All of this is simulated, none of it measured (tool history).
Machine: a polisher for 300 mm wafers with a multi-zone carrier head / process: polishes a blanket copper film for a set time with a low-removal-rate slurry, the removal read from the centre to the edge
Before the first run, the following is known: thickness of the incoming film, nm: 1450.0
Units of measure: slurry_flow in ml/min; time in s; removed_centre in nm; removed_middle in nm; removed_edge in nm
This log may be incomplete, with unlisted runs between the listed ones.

run  hour  slurry_flow  centre_zone  middle_zone  edge_zone  slurry_solids  time  removed_centre  removed_middle  removed_edge
  1   0.0          235         1.00         1.00       1.00           1.00    80          263.02          264.59        261.45
  2   4.7          235         1.00         1.00       0.93           1.00    80          264.92          265.66        255.05
  3  11.3          235         1.00         1.00       0.93           1.00    88          291.17          293.67        278.44
  4  13.8          230         0.98         0.98       0.92           0.95    86          267.99          276.92        269.67
  5  21.3          230         0.98         0.98       0.92           0.85    86          259.70          263.77        257.33
  6  25.4          230         0.98         1.02       0.92           0.85    86          261.15          276.47        257.87
  7  32.1          230         0.97         1.00       0.91           0.80    84          249.95          262.02        245.26

Estimate the outcome of run 8 from the log above:
  8  38.9          225         0.96         0.98       0.90           0.75    83               ?               ?             ?

Logged for run 8: removed_centre 236.00 nm, removed_middle 248.27 nm, removed_edge 240.97 nm.

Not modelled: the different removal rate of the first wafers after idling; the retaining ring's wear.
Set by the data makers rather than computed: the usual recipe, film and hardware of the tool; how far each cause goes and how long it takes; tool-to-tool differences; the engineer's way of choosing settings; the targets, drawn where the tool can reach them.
